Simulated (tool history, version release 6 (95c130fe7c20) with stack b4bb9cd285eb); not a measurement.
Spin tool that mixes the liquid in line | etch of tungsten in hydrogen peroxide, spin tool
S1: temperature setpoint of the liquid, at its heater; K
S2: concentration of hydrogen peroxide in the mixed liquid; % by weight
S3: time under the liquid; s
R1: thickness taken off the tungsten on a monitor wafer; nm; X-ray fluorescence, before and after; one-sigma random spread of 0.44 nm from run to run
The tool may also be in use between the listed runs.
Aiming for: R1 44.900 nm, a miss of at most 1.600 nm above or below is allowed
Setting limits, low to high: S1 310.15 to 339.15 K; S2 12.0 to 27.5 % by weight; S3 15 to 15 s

run 1 hour=0.0 | S1=326.15 S2=18.5 S3=15 | R1=27.634
run 2 hour=7.3 | S1=327.65 S2=18.5 S3=15 | R1=29.450
run 3 hour=9.7 | S1=327.65 S2=18.5 S3=15 | R1=29.686
run 4 hour=16.2 | S1=327.65 S2=18.5 S3=15 | R1=30.139
run 5 hour=22.7 | S1=327.65 S2=15.0 S3=15 | R1=26.777
run 6 hour=24.4 | S1=329.15 S2=15.0 S3=15 | R1=28.843
run 7 hour=29.5 | S1=329.15 S2=15.0 S3=15 | R1=29.882
run 8 hour=32.0 | S1=330.15 S2=15.0 S3=15 | R1=31.172
run 9 hour=34.9 | S1=330.15 S2=15.0 S3=15 | R1=31.476
run 10 hour=36.5 | S1=331.15 S2=15.0 S3=15 | R1=33.440
run 11 hour=44.3 | S1=332.15 S2=15.0 S3=15 | R1=34.901
run 12 hour=49.1 | S1=333.15 S2=15.0 S3=15 | R1=37.304
run 13 hour=55.6 | S1=333.65 S2=15.0 S3=15 | R1=37.897
run 14 hour=63.1 | S1=334.15 S2=15.0 S3=15 | R1=39.799
run 15 hour=63.9 | S1=334.65 S2=15.0 S3=15 | R1=40.744
run 16 hour=66.2 | S1=335.15 S2=15.0 S3=15 | R1=41.317

Which single option among these 5 for the next run brings every result within its allowed miss of target? Just one does.
run A hour=68.5 | S1=337.65 S2=13.0 S3=15 | R1=?
run B hour=68.5 | S1=332.15 S2=16.5 S3=15 | R1=?
run C hour=68.5 | S1=332.65 S2=19.5 S3=15 | R1=?
run D hour=68.5 | S1=336.65 S2=12.0 S3=15 | R1=?
run E hour=68.5 | S1=334.65 S2=15.5 S3=15 | R1=?

move=A R1=44.029
move=B R1=36.272
move=C R1=40.587
move=D R1=39.992
move=E R1=40.582
A: each result inside its tolerance
B: moves away from the targets compared with the last run
C: moves away from the targets compared with the last run
D: moves away from the targets compared with the last run
E: moves away from the targets compared with the last run
Move A is the one to make.
